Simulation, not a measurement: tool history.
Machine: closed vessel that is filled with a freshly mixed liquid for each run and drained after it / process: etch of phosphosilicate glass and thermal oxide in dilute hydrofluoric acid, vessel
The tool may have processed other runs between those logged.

| run | hour | temperature setpoint of the liquid (C) | parts of water to one part of 49 % hydrofluoric acid (parts by volume) | time in the liquid (s) | thickness taken off the phosphosilicate glass on a monitor wafer (angstrom) | thickness taken off the thermal oxide on a monitor wafer (angstrom) |
|---|---|---|---|---|---|---|
| 1 | 0.0 | 23.0 | 90 | 60 | 1320.80 | 31.407 |
| 2 | 5.5 | 23.0 | 60 | 60 | 2089.90 | 47.712 |
| 3 | 13.9 | 23.0 | 60 | 80 | 2764.50 | 65.259 |
| 4 | 21.6 | 26.0 | 60 | 80 | 3089.30 | 73.234 |
| 5 | 22.8 | 24.5 | 70 | 80 | 2475.60 | 58.932 |
| 6 | 25.9 | 24.5 | 70 | 65 | 2020.80 | 47.520 |
| 7 | 31.9 | 23.5 | 75 | 65 | 1798.40 | 42.592 |
| 8 | 32.5 | 22.5 | 80 | 65 | 1621.00 | 37.765 |

Run 9, settings as shown, results not yet in. Your forecast:
| 9 | 38.1 | 18.5 | 115 | 65 | ? | ? |

For run 9 the tool returned thickness taken off the phosphosilicate glass on a monitor wafer (angstrom) 897.03, thickness taken off the thermal oxide on a monitor wafer (angstrom) 21.523.
